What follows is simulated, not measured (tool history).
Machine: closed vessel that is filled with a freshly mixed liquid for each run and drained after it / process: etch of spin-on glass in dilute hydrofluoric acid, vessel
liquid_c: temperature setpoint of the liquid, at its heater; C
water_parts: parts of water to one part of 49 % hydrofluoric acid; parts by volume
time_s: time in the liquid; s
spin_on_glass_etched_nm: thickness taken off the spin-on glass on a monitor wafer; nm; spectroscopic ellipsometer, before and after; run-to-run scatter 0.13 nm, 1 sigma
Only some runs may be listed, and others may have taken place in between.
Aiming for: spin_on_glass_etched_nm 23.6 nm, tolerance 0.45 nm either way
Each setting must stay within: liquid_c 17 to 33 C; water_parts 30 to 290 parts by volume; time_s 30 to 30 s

run 1 hour=0 | liquid_c=25 water_parts=160 time_s=30 | spin_on_glass_etched_nm=7.6134
run 2 hour=6.7 | liquid_c=25 water_parts=160 time_s=30 | spin_on_glass_etched_nm=7.5165
run 3 hour=12 | liquid_c=25 water_parts=185 time_s=30 | spin_on_glass_etched_nm=6.2974
run 4 hour=19.7 | liquid_c=25 water_parts=210 time_s=30 | spin_on_glass_etched_nm=5.3986
run 5 hour=25.1 | liquid_c=28 water_parts=210 time_s=30 | spin_on_glass_etched_nm=6.0203
run 6 hour=31.2 | liquid_c=29 water_parts=180 time_s=30 | spin_on_glass_etched_nm=7.5666
run 7 hour=35.7 | liquid_c=29.5 water_parts=155 time_s=30 | spin_on_glass_etched_nm=9.1875
run 8 hour=38.3 | liquid_c=30 water_parts=135 time_s=30 | spin_on_glass_etched_nm=10.926
run 9 hour=39.4 | liquid_c=30.5 water_parts=120 time_s=30 | spin_on_glass_etched_nm=12.98
run 10 hour=48.1 | liquid_c=33 water_parts=55 time_s=30 | spin_on_glass_etched_nm=33.69
run 11 hour=56.9 | liquid_c=32 water_parts=55 time_s=30 | spin_on_glass_etched_nm=32.87
run 12 hour=58.7 | liquid_c=30.5 water_parts=55 time_s=30 | spin_on_glass_etched_nm=31.192
run 13 hour=64.8 | liquid_c=29 water_parts=55 time_s=30 | spin_on_glass_etched_nm=29.251
run 14 hour=72.6 | liquid_c=28 water_parts=55 time_s=30 | spin_on_glass_etched_nm=28.08
run 15 hour=76 | liquid_c=27 water_parts=55 time_s=30 | spin_on_glass_etched_nm=26.83
run 16 hour=79.8 | liquid_c=26.5 water_parts=55 time_s=30 | spin_on_glass_etched_nm=26.323
run 17 hour=85.9 | liquid_c=23 water_parts=55 time_s=30 | spin_on_glass_etched_nm=22.818

Which of these 4 next moves meets every target?
run A hour=92 | liquid_c=23.5 water_parts=55 time_s=30 | spin_on_glass_etched_nm=?
run B hour=92 | liquid_c=17.5 water_parts=45 time_s=30 | spin_on_glass_etched_nm=?
run C hour=92 | liquid_c=22.5 water_parts=55 time_s=30 | spin_on_glass_etched_nm=?
run D hour=92 | liquid_c=23.5 water_parts=60 time_s=30 | spin_on_glass_etched_nm=?

move=A spin_on_glass_etched_nm=23.191
move=B spin_on_glass_etched_nm=22.259
move=C spin_on_glass_etched_nm=22.252
move=D spin_on_glass_etched_nm=21.121
A: in spec on every target
B: misses by more than the last run did
C: misses by more than the last run did
D: misses by more than the last run did
A meets every target.
